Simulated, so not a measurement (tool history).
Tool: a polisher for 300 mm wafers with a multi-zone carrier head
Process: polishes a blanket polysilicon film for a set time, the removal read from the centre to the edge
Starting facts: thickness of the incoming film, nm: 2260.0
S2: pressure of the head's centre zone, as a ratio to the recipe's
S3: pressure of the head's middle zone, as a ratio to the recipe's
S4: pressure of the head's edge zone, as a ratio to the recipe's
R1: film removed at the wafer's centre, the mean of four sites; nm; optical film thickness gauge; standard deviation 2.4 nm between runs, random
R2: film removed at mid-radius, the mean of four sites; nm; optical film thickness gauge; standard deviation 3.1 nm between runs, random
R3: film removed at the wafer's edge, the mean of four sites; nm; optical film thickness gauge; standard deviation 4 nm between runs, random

run 1 hour=0.0 | flow_of_slurry_(ml/min)=155 S2=1.00 S3=1.00 S4=1.00 polishing_time_(s)=35 | R1=258.14 R2=246.67 R3=256.18
run 2 hour=3.4 | flow_of_slurry_(ml/min)=170 S2=1.03 S3=1.03 S4=1.04 polishing_time_(s)=36 | R1=277.04 R2=265.90 R3=274.54
run 3 hour=4.9 | flow_of_slurry_(ml/min)=185 S2=1.07 S3=1.05 S4=1.07 polishing_time_(s)=37 | R1=300.02 R2=284.41 R3=287.15
run 4 hour=5.9 | flow_of_slurry_(ml/min)=185 S2=1.11 S3=1.05 S4=1.07 polishing_time_(s)=37 | R1=317.45 R2=283.63 R3=283.55
-- hour=10.3 worn pad replaced by a new one
run 5 hour=10.3 | flow_of_slurry_(ml/min)=185 S2=1.11 S3=1.05 S4=1.07 polishing_time_(s)=44 | R1=421.80 R2=376.87 R3=373.97
run 6 hour=17.6 | flow_of_slurry_(ml/min)=170 S2=1.09 S3=1.04 S4=1.04 polishing_time_(s)=44 | R1=406.78 R2=373.06 R3=380.02
run 7 hour=19.1 | flow_of_slurry_(ml/min)=185 S2=1.07 S3=1.02 S4=1.03 polishing_time_(s)=43 | R1=400.77 R2=363.72 R3=370.31
run 8 hour=26.2 | flow_of_slurry_(ml/min)=175 S2=1.08 S3=1.03 S4=1.03 polishing_time_(s)=43 | R1=398.20 R2=360.84 R3=366.59

The next listed run, before its measurement:
run 9 hour=28.7 | flow_of_slurry_(ml/min)=165 S2=1.09 S3=1.04 S4=1.04 polishing_time_(s)=42 | R1=? R2=? R3=?

{"run 9": {"R1": 386.24, "R2": 351.56, "R3": 356.87}}

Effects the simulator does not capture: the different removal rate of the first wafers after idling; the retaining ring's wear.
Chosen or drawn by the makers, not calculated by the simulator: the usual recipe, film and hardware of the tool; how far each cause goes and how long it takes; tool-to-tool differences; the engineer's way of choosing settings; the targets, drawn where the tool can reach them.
